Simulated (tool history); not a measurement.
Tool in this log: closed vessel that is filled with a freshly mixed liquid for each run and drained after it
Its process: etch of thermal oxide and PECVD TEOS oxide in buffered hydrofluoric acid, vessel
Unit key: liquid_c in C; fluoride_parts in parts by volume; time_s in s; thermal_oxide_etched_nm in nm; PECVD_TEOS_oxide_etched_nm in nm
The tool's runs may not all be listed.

Run 1, hour 0.0: liquid_c 24.0 C, fluoride_parts 8.5 parts by volume, time_s 60 s. Result: thermal_oxide_etched_nm 81.987 nm, PECVD_TEOS_oxide_etched_nm 101.040 nm.
Run 2, hour 0.8: liquid_c 27.5 C, fluoride_parts 8.5 parts by volume, time_s 60 s. Result: thermal_oxide_etched_nm 99.252 nm, PECVD_TEOS_oxide_etched_nm 121.000 nm.
Run 3, hour 3.5: liquid_c 27.5 C, fluoride_parts 9.5 parts by volume, time_s 60 s. Result: thermal_oxide_etched_nm 89.896 nm, PECVD_TEOS_oxide_etched_nm 109.530 nm.
Run 4, hour 9.4: liquid_c 28.5 C, fluoride_parts 9.0 parts by volume, time_s 60 s. Result: thermal_oxide_etched_nm 97.789 nm, PECVD_TEOS_oxide_etched_nm 121.090 nm.
Run 5, hour 10.2: liquid_c 29.5 C, fluoride_parts 9.0 parts by volume, time_s 60 s. Result: thermal_oxide_etched_nm 103.410 nm, PECVD_TEOS_oxide_etched_nm 127.220 nm.
Run 6, hour 16.1: liquid_c 29.5 C, fluoride_parts 9.0 parts by volume, time_s 45 s. Result: thermal_oxide_etched_nm 77.320 nm, PECVD_TEOS_oxide_etched_nm 93.249 nm.
Run 7, hour 19.4: liquid_c 30.0 C, fluoride_parts 8.0 parts by volume, time_s 45 s. Result: thermal_oxide_etched_nm 90.416 nm, PECVD_TEOS_oxide_etched_nm 112.260 nm.
Run 8, hour 26.5: liquid_c 30.5 C, fluoride_parts 7.5 parts by volume, time_s 45 s. Result: thermal_oxide_etched_nm 99.661 nm, PECVD_TEOS_oxide_etched_nm 124.610 nm.
Run 9, hour 29.5: liquid_c 31.0 C, fluoride_parts 7.5 parts by volume, time_s 45 s. Result: thermal_oxide_etched_nm 102.810 nm, PECVD_TEOS_oxide_etched_nm 125.010 nm.

Expected results for the next run?
Run 10, hour 37.3: liquid_c 31.0 C, fluoride_parts 7.0 parts by volume, time_s 45 s. Result: thermal_oxide_etched_nm ?, PECVD_TEOS_oxide_etched_nm ?.

Run 10 yielded thermal_oxide_etched_nm 110.520 nm, PECVD_TEOS_oxide_etched_nm 135.230 nm.
